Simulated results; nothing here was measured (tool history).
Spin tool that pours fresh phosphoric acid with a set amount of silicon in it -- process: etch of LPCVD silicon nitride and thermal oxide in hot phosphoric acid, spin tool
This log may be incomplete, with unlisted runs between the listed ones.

run    day  temperature setpoint of the liquid (C)  silicon dissolved in the acid as it is poured (mg a litre)  time under the liquid (s)  thickness taken off the LPCVD silicon nitride on a monitor wafer (angstrom)  thickness taken off the thermal oxide on a monitor wafer (angstrom)
  1  0.000                                   160.0                                                        18.5                        180                                                                      150.880                                                               3.7062
  2  0.258                                   160.0                                                        10.5                        180                                                                      153.440                                                               4.3745
  3  0.462                                   160.0                                                        10.5                        235                                                                      199.680                                                               4.6323
  4  0.825                                   160.0                                                         3.5                        235                                                                      197.990                                                               6.6400
  5  1.067                                   159.0                                                         9.5                        185                                                                      152.830                                                               4.2486
  6  1.142                                   160.5                                                         9.5                        185                                                                      160.770                                                               5.0471
  7  1.167                                   159.5                                                        14.0                        150                                                                      124.000                                                               2.8198
  8  1.375                                   159.0                                                        12.5                        130                                                                      106.590                                                               2.6450
  9  1.625                                   158.5                                                        12.5                        120                                                                       96.397                                                               2.2625
 10  1.838                                   158.0                                                        12.0                        115                                                                       90.828                                                               2.1905
 11  2.092                                   157.5                                                        12.5                        115                                                                       89.391                                                               2.2205

For run 12, what comes out?
 12  2.217                                   156.5                                                        20.0                        100                                                                            ?                                                                    ?

For run 12 the tool returned thickness taken off the LPCVD silicon nitride on a monitor wafer (angstrom) 75.500, thickness taken off the thermal oxide on a monitor wafer (angstrom) 1.3143.

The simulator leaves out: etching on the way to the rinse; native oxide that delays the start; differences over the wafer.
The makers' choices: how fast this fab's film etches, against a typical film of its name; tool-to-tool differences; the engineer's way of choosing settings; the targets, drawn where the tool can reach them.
